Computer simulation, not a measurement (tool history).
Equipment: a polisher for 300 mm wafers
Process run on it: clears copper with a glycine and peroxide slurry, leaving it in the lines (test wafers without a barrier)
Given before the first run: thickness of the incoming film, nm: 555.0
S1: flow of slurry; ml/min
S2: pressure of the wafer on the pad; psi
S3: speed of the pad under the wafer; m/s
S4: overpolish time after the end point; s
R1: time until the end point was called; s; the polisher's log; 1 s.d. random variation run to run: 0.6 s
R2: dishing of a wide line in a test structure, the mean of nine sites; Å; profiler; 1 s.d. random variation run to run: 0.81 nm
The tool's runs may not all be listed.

| run | hour | S1 | S2 | S3 | S4 | R1 | R2 |
|---|---|---|---|---|---|---|---|
| 1 | 0 | 230 | 3.3 | 1.2 | 15 | 79.634 | 765.54 |
| 2 | 5.4 | 230 | 3.4 | 1.22 | 12 | 76.489 | 648.55 |
| 3 | 12.5 | 235 | 3.6 | 1.22 | 10 | 71.722 | 571.87 |
| 4 | 16.7 | 235 | 3.6 | 1.22 | 4 | 71.055 | 257.47 |
| 5 | 24.4 | 235 | 3.6 | 1.36 | 4 | 64.917 | 274.36 |
| 6 | 32.5 | 235 | 3.7 | 1.34 | 5 | 64.43 | 334.67 |

Estimate the outcome of run 7 from the log above:
| 7 | 34.6 | 235 | 3.7 | 1.34 | 5 | ? | ? |

R1: 63.447 s
R2: 337.18 Å
